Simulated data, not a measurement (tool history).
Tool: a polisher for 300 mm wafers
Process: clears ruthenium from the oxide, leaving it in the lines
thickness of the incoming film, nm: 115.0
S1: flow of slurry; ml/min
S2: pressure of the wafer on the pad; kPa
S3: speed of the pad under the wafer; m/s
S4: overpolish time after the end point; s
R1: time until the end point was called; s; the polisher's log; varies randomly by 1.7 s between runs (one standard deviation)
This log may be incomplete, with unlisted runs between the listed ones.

run,hour,S1,S2,S3,S4,R1
1,0,255,12.4,0.78,13,141.86
2,4.2,255,12.4,0.62,13,172.71
3,10.8,255,13.1,0.64,13,153.22
4,12.8,255,13.1,0.72,13,147.35
5,17.6,255,13.1,0.72,13,144.8
6,24.4,255,11,0.72,13,170.25
7,28.5,255,11.7,0.74,13,157.2
8,34.9,255,12.4,0.76,13,141.38
9,41.9,255,13.1,0.76,13,136.16

Run 10 has not been measured yet. What should we expect?
10,49.1,255,13.8,0.76,13,?

{"run 10": {"R1": 125.94}}

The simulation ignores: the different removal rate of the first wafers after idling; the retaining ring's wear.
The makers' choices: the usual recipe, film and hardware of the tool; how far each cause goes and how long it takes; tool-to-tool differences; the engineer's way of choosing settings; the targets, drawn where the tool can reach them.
